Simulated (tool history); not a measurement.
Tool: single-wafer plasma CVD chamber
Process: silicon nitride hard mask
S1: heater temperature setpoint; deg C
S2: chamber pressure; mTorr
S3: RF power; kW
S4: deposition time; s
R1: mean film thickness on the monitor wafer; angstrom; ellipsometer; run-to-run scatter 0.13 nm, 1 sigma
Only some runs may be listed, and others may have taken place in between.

run,hour,S1,S2,S3,S4,R1
1,0.0,415,1320,0.250,35.7,351.96
2,3.8,415,1450,0.250,35.7,360.44
3,10.6,415,1540,0.255,35.7,371.96
4,14.3,420,1540,0.255,35.7,373.72
5,19.3,420,1540,0.255,35.7,372.15
6,23.7,420,1610,0.255,35.7,374.51

Forecast run 7:
7,24.3,420,1660,0.260,35.7,?

Run 7 gave R1 384.34 angstrom.

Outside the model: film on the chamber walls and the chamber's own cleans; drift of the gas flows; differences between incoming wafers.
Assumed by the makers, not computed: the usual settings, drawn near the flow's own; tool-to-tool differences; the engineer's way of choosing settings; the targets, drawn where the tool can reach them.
